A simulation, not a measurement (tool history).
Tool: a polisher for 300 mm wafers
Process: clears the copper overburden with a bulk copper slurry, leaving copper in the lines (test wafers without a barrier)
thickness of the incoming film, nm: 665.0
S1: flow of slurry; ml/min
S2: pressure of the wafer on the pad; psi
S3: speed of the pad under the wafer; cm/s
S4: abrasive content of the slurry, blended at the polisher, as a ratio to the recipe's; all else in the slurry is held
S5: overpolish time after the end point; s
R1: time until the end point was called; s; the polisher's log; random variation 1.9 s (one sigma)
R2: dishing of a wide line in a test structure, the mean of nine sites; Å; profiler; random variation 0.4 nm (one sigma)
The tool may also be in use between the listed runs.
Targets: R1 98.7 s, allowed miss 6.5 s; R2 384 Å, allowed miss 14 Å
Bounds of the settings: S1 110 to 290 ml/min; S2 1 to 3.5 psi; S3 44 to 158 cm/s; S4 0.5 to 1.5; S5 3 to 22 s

run 1 hour=0 | S1=185 S2=2.2 S3=100 S4=1 S5=11 | R1=79.454 R2=535.58
run 2 hour=1.7 | S1=190 S2=2 S3=100 S4=1 S5=10 | R1=87.836 R2=462.95
run 3 hour=8.3 | S1=190 S2=1.9 S3=100 S4=1 S5=10 | R1=91.431 R2=449.53
run 4 hour=13.3 | S1=190 S2=1.8 S3=100 S4=1 S5=10 | R1=95.448 R2=439.74
run 5 hour=21.8 | S1=190 S2=1.8 S3=100 S4=1 S5=9 | R1=95.435 R2=397.56
run 6 hour=28.2 | S1=190 S2=1.8 S3=112 S4=1 S5=9 | R1=83.72 R2=438.73
run 7 hour=33.8 | S1=190 S2=1.7 S3=112 S4=1 S5=9 | R1=92.114 R2=422.91
run 8 hour=35.8 | S1=190 S2=1.6 S3=112 S4=1 S5=8 | R1=97.419 R2=362.94
run 9 hour=38.4 | S1=190 S2=1.6 S3=112 S4=1 S5=8 | R1=93.2 R2=361.48
run 10 hour=42.2 | S1=190 S2=1.6 S3=112 S4=1 S5=8 | R1=95.098 R2=360.1

5 next moves are on the table. One of them brings every result within its allowed miss. Which?
run A hour=46 | S1=210 S2=1.6 S3=118 S4=0.95 S5=7 | R1=? R2=?
run B hour=46 | S1=185 S2=1.9 S3=82 S4=1.25 S5=8 | R1=? R2=?
run C hour=46 | S1=170 S2=1.5 S3=122 S4=0.85 S5=9 | R1=? R2=?
run D hour=46 | S1=200 S2=1.4 S3=116 S4=1.15 S5=7 | R1=? R2=?
run E hour=46 | S1=205 S2=1.3 S3=126 S4=0.8 S5=9 | R1=? R2=?

move=A R1=91.757 R2=336.2
move=B R1=104.67 R2=340.61
move=C R1=100.62 R2=378.84
move=D R1=101.34 R2=307.47
move=E R1=110.44 R2=348.42
A: further off than the last run
B: further off than the last run
C: meets every target
D: further off than the last run
E: further off than the last run
The right move is C.
